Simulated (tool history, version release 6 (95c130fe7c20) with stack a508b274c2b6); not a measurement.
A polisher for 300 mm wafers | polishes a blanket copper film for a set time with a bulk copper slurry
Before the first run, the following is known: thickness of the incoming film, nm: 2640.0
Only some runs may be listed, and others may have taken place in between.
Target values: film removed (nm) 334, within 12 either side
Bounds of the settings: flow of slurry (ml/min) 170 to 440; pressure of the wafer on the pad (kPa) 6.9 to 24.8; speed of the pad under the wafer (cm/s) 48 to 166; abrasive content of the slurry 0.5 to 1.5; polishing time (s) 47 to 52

| run | hour | flow of slurry (ml/min) | pressure of the wafer on the pad (kPa) | speed of the pad under the wafer (cm/s) | abrasive content of the slurry | polishing time (s) | film removed (nm) |
|---|---|---|---|---|---|---|---|
| 1 | 0 | 280 | 15.9 | 106 | 1 | 52 | 451.07 |
| 2 | 8.8 | 280 | 15.2 | 106 | 1 | 52 | 435.21 |
| 3 | 9.8 | 335 | 15.2 | 106 | 1 | 52 | 432.27 |
| 4 | 12.9 | 335 | 15.2 | 106 | 1 | 47 | 396.58 |
| 5 | 13.9 | 335 | 15.2 | 106 | 0.9 | 47 | 395.85 |
| 6 | 18.6 | 335 | 15.2 | 122 | 0.9 | 47 | 435.05 |
| 7 | 21.9 | 335 | 14.5 | 122 | 0.9 | 47 | 413.08 |
| 8 | 27.3 | 335 | 13.8 | 122 | 0.9 | 47 | 392.51 |
| 9 | 28.1 | 335 | 13.1 | 122 | 0.9 | 47 | 380.62 |
| 10 | 29.7 | 335 | 12.4 | 122 | 0.9 | 47 | 361.97 |

Which of these 5 next moves meets every target?
| A | 31.3 | 345 | 10.3 | 128 | 0.8 | 50 | ? |
| B | 31.3 | 350 | 16.5 | 98 | 1.05 | 47 | ? |
| C | 31.3 | 365 | 13.1 | 122 | 0.9 | 51 | ? |
| D | 31.3 | 270 | 11.7 | 140 | 0.85 | 48 | ? |
| E | 31.3 | 285 | 12.4 | 116 | 1 | 52 | ? |

| move | film removed (nm) |
|---|---|
| A | 333.76 |
| B | 411.39 |
| C | 416.31 |
| D | 383.42 |
| E | 389.04 |
A: in spec on every target
B: the biggest miss grows against the last run
C: the biggest miss grows against the last run
D: the biggest miss grows against the last run
E: the biggest miss grows against the last run
The right move is A.
